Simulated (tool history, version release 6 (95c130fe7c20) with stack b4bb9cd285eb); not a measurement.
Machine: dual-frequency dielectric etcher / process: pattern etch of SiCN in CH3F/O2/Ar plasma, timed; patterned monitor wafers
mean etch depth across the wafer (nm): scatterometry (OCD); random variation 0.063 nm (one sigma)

run,hour,source power (W),bias power (W),etch time (s),mean etch depth across the wafer (nm)
1,0.0,470,76,76,33.545
2,5.8,450,75,76,32.353
3,8.7,510,75,76,35.167
4,9.3,510,75,76,34.972
5,15.2,440,75,76,31.931
6,22.1,520,75,76,35.367
7,28.8,500,74,76,34.577
8,35.3,490,73,76,33.777
9,38.2,480,73,76,33.336
# hour 43.3: source power generator calibrated
10,43.3,470,73,76,32.251

For run 11, what comes out?
11,51.6,460,73,76,?

{"run 11": {"mean etch depth across the wafer (nm)": 31.872}}

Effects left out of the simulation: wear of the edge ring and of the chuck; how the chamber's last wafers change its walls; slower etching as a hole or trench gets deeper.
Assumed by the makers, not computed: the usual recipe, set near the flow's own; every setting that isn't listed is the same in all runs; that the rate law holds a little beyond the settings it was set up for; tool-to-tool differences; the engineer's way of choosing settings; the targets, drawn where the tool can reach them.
